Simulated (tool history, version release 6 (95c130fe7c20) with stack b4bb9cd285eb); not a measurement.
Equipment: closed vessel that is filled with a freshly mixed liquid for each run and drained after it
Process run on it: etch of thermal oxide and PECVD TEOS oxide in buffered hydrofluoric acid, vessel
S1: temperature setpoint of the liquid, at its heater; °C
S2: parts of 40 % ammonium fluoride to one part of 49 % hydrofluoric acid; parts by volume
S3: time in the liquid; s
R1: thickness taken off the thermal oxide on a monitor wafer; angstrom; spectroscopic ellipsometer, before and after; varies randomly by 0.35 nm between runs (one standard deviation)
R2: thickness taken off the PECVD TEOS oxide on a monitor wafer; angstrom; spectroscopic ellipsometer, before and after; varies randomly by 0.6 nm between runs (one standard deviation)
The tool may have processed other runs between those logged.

run	hour	S1	S2	S3	R1	R2
1	0.0	22.0	8.0	60	758.23	884.57
2	5.2	22.0	8.0	80	1029.40	1208.60
3	8.2	22.0	8.0	90	1141.50	1308.70
4	16.7	22.0	8.0	110	1396.20	1615.50
5	17.5	22.0	9.0	110	1235.60	1420.90
6	24.1	21.5	9.5	110	1162.80	1337.90
7	30.4	21.0	10.0	110	1102.90	1264.60
8	33.8	20.5	10.5	110	1013.90	1184.90

Run 9, settings as shown, results not yet in. Your forecast:
9	39.2	20.0	11.0	110	?	?

R1: 938.70 angstrom
R2: 1082.70 angstrom
